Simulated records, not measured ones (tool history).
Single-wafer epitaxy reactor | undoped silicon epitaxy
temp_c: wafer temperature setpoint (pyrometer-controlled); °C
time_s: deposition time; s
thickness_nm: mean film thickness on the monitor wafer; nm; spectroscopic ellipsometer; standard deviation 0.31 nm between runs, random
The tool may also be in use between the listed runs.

run,hour,temp_c,time_s,thickness_nm
1,0.0,665,583,126.720
2,1.8,660,577,110.840
3,10.4,656,576,101.250
4,19.6,652,576,91.065
5,20.7,659,576,108.160
6,29.1,669,576,137.890
7,34.9,669,576,137.560

The next listed run, before its measurement:
8,41.4,663,575,?

{"run 8": {"thickness_nm": 119.82}}
